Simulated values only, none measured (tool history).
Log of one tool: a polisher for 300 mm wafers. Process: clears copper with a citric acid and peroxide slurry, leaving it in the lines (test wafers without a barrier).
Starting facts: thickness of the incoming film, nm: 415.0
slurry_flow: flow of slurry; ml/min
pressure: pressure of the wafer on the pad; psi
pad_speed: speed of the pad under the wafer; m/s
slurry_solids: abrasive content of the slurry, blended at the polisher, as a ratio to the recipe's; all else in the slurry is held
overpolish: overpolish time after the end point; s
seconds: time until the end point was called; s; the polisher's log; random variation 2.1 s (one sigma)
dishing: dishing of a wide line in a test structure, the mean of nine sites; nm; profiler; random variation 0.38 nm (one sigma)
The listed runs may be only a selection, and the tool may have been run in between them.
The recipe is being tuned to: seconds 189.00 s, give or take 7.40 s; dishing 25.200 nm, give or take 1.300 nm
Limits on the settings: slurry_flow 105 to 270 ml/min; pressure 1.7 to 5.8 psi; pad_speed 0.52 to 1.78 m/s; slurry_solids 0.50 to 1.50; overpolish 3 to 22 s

run	hour	slurry_flow	pressure	pad_speed	slurry_solids	overpolish	seconds	dishing
1	0.0	175	3.7	1.14	1.00	11	122.63	30.436
2	8.4	175	3.7	1.14	1.00	14	119.91	37.312
3	15.5	175	3.4	1.14	1.00	14	130.06	34.170
4	16.2	175	3.4	1.14	1.00	12	131.81	30.794
5	21.0	175	3.4	1.02	1.00	12	150.09	27.284
6	26.4	175	3.3	1.02	1.00	12	150.89	27.787
7	29.0	175	3.2	1.02	1.00	12	157.64	26.776
8	30.0	175	3.1	1.02	1.00	12	159.67	25.556
# hour 38.1: head pressure recalibrated
9	38.1	175	3.0	1.02	1.00	12	162.93	25.986
10	40.6	175	2.9	1.02	1.00	12	166.86	25.390

Which of these 4 next moves meets every target?
A	43.1	160	3.3	0.98	0.85	12	?	?
B	43.1	140	2.7	0.94	0.95	15	?	?
C	43.1	165	3.7	0.76	0.75	16	?	?
D	43.1	200	1.7	1.36	1.30	14	?	?

move	seconds	dishing
A	160.54	26.447
B	202.54	26.084
C	188.01	29.923
D	192.31	25.262
A: misses by more than the last run did
B: moves the result that the last run missed by most past its target, out the other side
C: brings the result that was furthest off to its target, and leaves another outside
D: every result within its allowed miss
Go with D: it meets all targets.
